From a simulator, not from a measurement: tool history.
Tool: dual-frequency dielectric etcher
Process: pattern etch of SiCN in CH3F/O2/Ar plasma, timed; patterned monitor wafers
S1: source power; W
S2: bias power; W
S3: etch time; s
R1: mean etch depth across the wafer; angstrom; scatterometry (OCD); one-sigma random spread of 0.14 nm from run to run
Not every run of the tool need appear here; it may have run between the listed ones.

{"run": 1, "hour": 0.0, "S1": 490, "S2": 75, "S3": 153.5, "R1": 604.75}
{"run": 2, "hour": 5.0, "S1": 410, "S2": 75, "S3": 153.5, "R1": 580.23}
{"run": 3, "hour": 11.0, "S1": 410, "S2": 75, "S3": 153.5, "R1": 583.45}
{"run": 4, "hour": 18.8, "S1": 380, "S2": 70, "S3": 153.5, "R1": 555.4}
{"run": 5, "hour": 25.9, "S1": 380, "S2": 70, "S3": 160.5, "R1": 580.57}
{"run": 6, "hour": 26.8, "S1": 380, "S2": 80, "S3": 160.5, "R1": 609.24}

Run 7, settings as shown, results not yet in. Your forecast:
{"run": 7, "hour": 28.3, "S1": 360, "S2": 72, "S3": 159.5, "R1": "?"}

R1: 576.47 angstrom
